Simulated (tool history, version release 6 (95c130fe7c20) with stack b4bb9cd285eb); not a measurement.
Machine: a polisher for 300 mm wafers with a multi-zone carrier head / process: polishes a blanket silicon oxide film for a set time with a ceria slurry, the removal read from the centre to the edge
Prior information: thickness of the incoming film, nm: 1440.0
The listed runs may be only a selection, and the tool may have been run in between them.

run,hour,flow of slurry (ml/min),pressure of the head's centre zone,pressure of the head's middle zone,pressure of the head's edge zone,polishing time (s),film removed at the wafer's centre (Å),film removed at mid-radius (Å),film removed at the wafer's edge (Å)
1,0.0,150,1.00,1.00,1.00,56,3969.9,4152.7,4001.5
2,1.8,145,0.98,1.00,0.98,55,3861.3,4059.2,3791.4
3,3.1,145,0.98,1.00,1.07,55,3811.8,4028.4,3938.1
4,8.3,140,0.96,1.00,1.06,54,3699.6,3908.7,3951.8
5,9.7,140,1.01,1.00,1.06,54,3851.9,3903.1,3869.3
6,18.6,140,0.99,1.01,1.04,53,3716.9,3938.7,3806.0

What does the tool deliver on the next run?
7,26.4,140,0.97,1.01,1.02,52,?,?,?

Logged for run 7: film removed at the wafer's centre (Å) 3564.8, film removed at mid-radius (Å) 3766.4, film removed at the wafer's edge (Å) 3690.8.

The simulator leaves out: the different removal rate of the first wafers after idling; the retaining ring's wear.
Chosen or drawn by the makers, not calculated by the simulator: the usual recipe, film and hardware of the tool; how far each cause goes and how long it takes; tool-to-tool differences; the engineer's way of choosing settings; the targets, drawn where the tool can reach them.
